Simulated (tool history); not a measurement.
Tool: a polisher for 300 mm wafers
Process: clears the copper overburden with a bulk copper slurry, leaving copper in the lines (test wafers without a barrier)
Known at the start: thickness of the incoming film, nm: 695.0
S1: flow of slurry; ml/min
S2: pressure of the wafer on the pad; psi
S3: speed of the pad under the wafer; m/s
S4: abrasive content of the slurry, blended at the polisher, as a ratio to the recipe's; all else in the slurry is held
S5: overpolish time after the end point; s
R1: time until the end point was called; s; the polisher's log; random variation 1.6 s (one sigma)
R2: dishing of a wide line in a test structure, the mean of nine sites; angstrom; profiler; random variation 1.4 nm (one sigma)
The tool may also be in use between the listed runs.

run 1 hour=0 | S1=190 S2=2 S3=1.1 S4=1 S5=27 | R1=88.64 R2=970.85
run 2 hour=8 | S1=190 S2=2 S3=1.1 S4=1 S5=25 | R1=90.451 R2=972.51
run 3 hour=13.6 | S1=225 S2=2 S3=1.1 S4=1 S5=25 | R1=88.967 R2=970.62
run 4 hour=21 | S1=180 S2=2 S3=1.1 S4=1 S5=25 | R1=89.524 R2=926.1
run 5 hour=24.9 | S1=180 S2=2 S3=1.34 S4=1 S5=25 | R1=73.862 R2=1047.4
run 6 hour=33 | S1=180 S2=1.7 S3=1.34 S4=1 S5=25 | R1=85.335 R2=925.79

Run 7 comes next. What will it give?
run 7 hour=35.9 | S1=180 S2=1.7 S3=1.34 S4=1 S5=23 | R1=? R2=?

R1: 82.379 s
R2: 880.74 angstrom
